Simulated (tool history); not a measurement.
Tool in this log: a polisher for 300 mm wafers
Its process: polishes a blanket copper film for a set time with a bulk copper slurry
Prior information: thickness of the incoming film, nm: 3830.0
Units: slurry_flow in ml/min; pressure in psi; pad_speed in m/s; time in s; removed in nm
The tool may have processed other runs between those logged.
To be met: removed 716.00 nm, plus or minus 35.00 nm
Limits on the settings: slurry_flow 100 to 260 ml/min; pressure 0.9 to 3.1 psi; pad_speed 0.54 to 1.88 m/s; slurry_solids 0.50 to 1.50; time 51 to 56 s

run	day	slurry_flow	pressure	pad_speed	slurry_solids	time	removed
1	0.000	165	2.0	1.20	1.00	56	449.66
2	0.138	185	2.0	1.20	1.00	56	461.24
3	0.304	205	2.0	1.20	1.00	56	463.38
4	0.546	205	2.0	1.20	0.90	56	443.51
# day 0.733: slurry blender recalibrated
5	0.733	205	2.0	1.20	0.90	51	446.78
6	0.912	205	2.2	1.20	0.90	51	495.74
7	1.104	210	2.8	1.24	0.90	51	636.06
8	1.342	210	2.9	1.24	0.90	51	667.93

Of the 4 settings listed for the next run, only one would bring every result within its allowed miss of target. Which one?
A	1.579	175	3.0	1.22	0.85	51	?
B	1.579	205	3.1	1.28	0.50	54	?
C	1.579	235	3.1	1.18	0.85	55	?
D	1.579	205	2.7	1.18	1.00	52	?

move	removed
A	634.80
B	603.71
C	710.61
D	611.10
A: its largest miss is bigger than the last run's
B: its largest miss is bigger than the last run's
C: in spec on every target
D: its largest miss is bigger than the last run's
So the answer is move C, the one that meets all the targets.
